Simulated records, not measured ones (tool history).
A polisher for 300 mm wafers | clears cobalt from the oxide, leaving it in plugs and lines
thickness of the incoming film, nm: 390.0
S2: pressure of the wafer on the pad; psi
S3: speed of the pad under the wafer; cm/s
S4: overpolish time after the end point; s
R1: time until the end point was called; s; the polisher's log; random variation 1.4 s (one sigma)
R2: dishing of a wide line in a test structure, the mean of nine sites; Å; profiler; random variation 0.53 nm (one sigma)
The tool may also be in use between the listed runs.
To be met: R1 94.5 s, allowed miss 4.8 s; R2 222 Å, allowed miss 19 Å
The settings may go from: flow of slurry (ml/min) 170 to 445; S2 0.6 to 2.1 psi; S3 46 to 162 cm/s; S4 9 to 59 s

Run 1, hour 0: flow of slurry (ml/min) 285, S2 1.3 psi, S3 104 cm/s, S4 30 s. Result: R1 96.585 s, R2 437.94 Å.
Run 2, hour 6.6: flow of slurry (ml/min) 285, S2 1.3 psi, S3 104 cm/s, S4 22 s. Result: R1 96.75 s, R2 376.51 Å.
Run 3, hour 12.8: flow of slurry (ml/min) 280, S2 1.3 psi, S3 104 cm/s, S4 20 s. Result: R1 97.805 s, R2 362.15 Å.
Run 4, hour 13.7: flow of slurry (ml/min) 215, S2 1.3 psi, S3 104 cm/s, S4 20 s. Result: R1 99.401 s, R2 352.21 Å.
Run 5, hour 22.6: flow of slurry (ml/min) 205, S2 1.3 psi, S3 104 cm/s, S4 18 s. Result: R1 101.1 s, R2 348.93 Å.
Run 6, hour 26.1: flow of slurry (ml/min) 205, S2 1.4 psi, S3 104 cm/s, S4 18 s. Result: R1 95.538 s, R2 341.27 Å.
Run 7, hour 29.8: flow of slurry (ml/min) 200, S2 1.5 psi, S3 96 cm/s, S4 16 s. Result: R1 97.389 s, R2 320.5 Å.
Run 8, hour 33.2: flow of slurry (ml/min) 195, S2 1.6 psi, S3 90 cm/s, S4 15 s. Result: R1 99.444 s, R2 294.94 Å.
Run 9, hour 35.5: flow of slurry (ml/min) 190, S2 1.7 psi, S3 86 cm/s, S4 14 s. Result: R1 95.497 s, R2 291.75 Å.
Run 10, hour 38.4: flow of slurry (ml/min) 170, S2 2 psi, S3 58 cm/s, S4 9 s. Result: R1 115.4 s, R2 182.8 Å.
Run 11, hour 40.1: flow of slurry (ml/min) 170, S2 2 psi, S3 60 cm/s, S4 10 s. Result: R1 114.56 s, R2 215.28 Å.
Run 12, hour 46.8: flow of slurry (ml/min) 185, S2 2 psi, S3 62 cm/s, S4 10 s. Result: R1 110.23 s, R2 212.15 Å.
Run 13, hour 50.7: flow of slurry (ml/min) 180, S2 2 psi, S3 64 cm/s, S4 10 s. Result: R1 107.59 s, R2 218.07 Å.

Which of these 4 next moves meets every target?
Run A, hour 54.6: flow of slurry (ml/min) 170, S2 2 psi, S3 64 cm/s, S4 9 s. Result: R1 ?, R2 ?.
Run B, hour 54.6: flow of slurry (ml/min) 170, S2 2.1 psi, S3 72 cm/s, S4 9 s. Result: R1 ?, R2 ?.
Run C, hour 54.6: flow of slurry (ml/min) 170, S2 2 psi, S3 92 cm/s, S4 9 s. Result: R1 ?, R2 ?.
Run D, hour 54.6: flow of slurry (ml/min) 215, S2 2.1 psi, S3 54 cm/s, S4 9 s. Result: R1 ?, R2 ?.

move      R1      R2
   A   110.2  203.09
   B  96.977  223.62
   C  83.325  249.45
   D  115.45  195.96
A: further off than the last run
B: meets every target
C: takes the result that was furthest off past its target
D: further off than the last run
The right move is B.
